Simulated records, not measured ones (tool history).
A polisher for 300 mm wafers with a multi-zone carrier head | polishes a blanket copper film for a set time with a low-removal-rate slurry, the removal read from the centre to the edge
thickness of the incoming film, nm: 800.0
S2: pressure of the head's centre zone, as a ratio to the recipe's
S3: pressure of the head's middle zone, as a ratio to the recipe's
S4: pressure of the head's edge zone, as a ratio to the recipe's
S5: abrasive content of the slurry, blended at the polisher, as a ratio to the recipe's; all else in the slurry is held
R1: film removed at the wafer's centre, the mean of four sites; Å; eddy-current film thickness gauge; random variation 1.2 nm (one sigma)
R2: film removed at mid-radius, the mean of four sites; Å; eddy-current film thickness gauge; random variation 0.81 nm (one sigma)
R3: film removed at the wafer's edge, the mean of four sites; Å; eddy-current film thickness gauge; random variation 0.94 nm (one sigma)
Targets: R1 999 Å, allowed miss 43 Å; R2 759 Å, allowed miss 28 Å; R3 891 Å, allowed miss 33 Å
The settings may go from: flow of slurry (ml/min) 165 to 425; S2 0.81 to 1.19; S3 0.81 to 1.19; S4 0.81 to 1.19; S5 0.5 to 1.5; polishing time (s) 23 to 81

{"run": 1, "hour": 0.0, "flow of slurry (ml/min)": 275, "S2": 1, "S3": 1, "S4": 1, "S5": 1, "polishing time (s)": 52, "R1": 1541, "R2": 1530.4, "R3": 1472.4}
{"run": 2, "hour": 0.9, "flow of slurry (ml/min)": 275, "S2": 1.06, "S3": 1, "S4": 1, "S5": 1, "polishing time (s)": 52, "R1": 1598.9, "R2": 1489.1, "R3": 1494.5}
{"run": 3, "hour": 2.6, "flow of slurry (ml/min)": 220, "S2": 1.06, "S3": 1, "S4": 1, "S5": 1, "polishing time (s)": 52, "R1": 1584.4, "R2": 1489, "R3": 1488.7}
{"run": 4, "hour": 5.1, "flow of slurry (ml/min)": 220, "S2": 1.06, "S3": 1.04, "S4": 1, "S5": 1, "polishing time (s)": 52, "R1": 1566.8, "R2": 1516.1, "R3": 1491.5}
{"run": 5, "hour": 6.8, "flow of slurry (ml/min)": 220, "S2": 1.06, "S3": 1.04, "S4": 1, "S5": 0.9, "polishing time (s)": 52, "R1": 1510.5, "R2": 1483.4, "R3": 1438.7}
{"run": 6, "hour": 9.3, "flow of slurry (ml/min)": 220, "S2": 1.08, "S3": 1.01, "S4": 1.01, "S5": 0.85, "polishing time (s)": 49, "R1": 1474.5, "R2": 1365.7, "R3": 1356}
{"run": 7, "hour": 10.3, "flow of slurry (ml/min)": 215, "S2": 1.08, "S3": 0.98, "S4": 1.03, "S5": 0.8, "polishing time (s)": 46, "R1": 1335.4, "R2": 1222.5, "R3": 1274.5}
{"run": 8, "hour": 17.6, "flow of slurry (ml/min)": 215, "S2": 1.09, "S3": 0.96, "S4": 1.03, "S5": 0.75, "polishing time (s)": 44, "R1": 1293.3, "R2": 1160.8, "R3": 1184.5}
{"run": 9, "hour": 18.2, "flow of slurry (ml/min)": 210, "S2": 1.1, "S3": 0.94, "S4": 1.05, "S5": 0.7, "polishing time (s)": 42, "R1": 1236.6, "R2": 1073.2, "R3": 1133.6}
{"run": 10, "hour": 22.4, "flow of slurry (ml/min)": 205, "S2": 1.1, "S3": 0.92, "S4": 1.06, "S5": 0.65, "polishing time (s)": 40, "R1": 1141.9, "R2": 993.9, "R3": 1056.8}

5 next moves are on the table. One of them brings every result within its allowed miss. Which?
{"run": "A", "hour": 26.6, "flow of slurry (ml/min)": 230, "S2": 0.98, "S3": 1.16, "S4": 0.99, "S5": 0.65, "polishing time (s)": 37, "R1": "?", "R2": "?", "R3": "?"}
{"run": "B", "hour": 26.6, "flow of slurry (ml/min)": 195, "S2": 1.19, "S3": 0.89, "S4": 1.15, "S5": 0.5, "polishing time (s)": 33, "R1": "?", "R2": "?", "R3": "?"}
{"run": "C", "hour": 26.6, "flow of slurry (ml/min)": 195, "S2": 1.19, "S3": 0.98, "S4": 1.02, "S5": 0.75, "polishing time (s)": 30, "R1": "?", "R2": "?", "R3": "?"}
{"run": "D", "hour": 26.6, "flow of slurry (ml/min)": 270, "S2": 0.95, "S3": 0.99, "S4": 0.98, "S5": 0.9, "polishing time (s)": 46, "R1": "?", "R2": "?", "R3": "?"}
{"run": "E", "hour": 26.6, "flow of slurry (ml/min)": 205, "S2": 1.15, "S3": 1.18, "S4": 0.91, "S5": 0.5, "polishing time (s)": 40, "R1": "?", "R2": "?", "R3": "?"}

move=A R1=957.31 R2=1137.9 R3=972.19
move=B R1=975.22 R2=763.86 R3=887.66
move=C R1=950.24 R2=806.28 R3=812.87
move=D R1=1240 R2=1328.3 R3=1291.3
move=E R1=1150.4 R2=1181.9 R3=959.3
A: further off than the last run
B: meets every target
C: nearer than the last run, and not there yet
D: further off than the last run
E: further off than the last run
The right move is B.
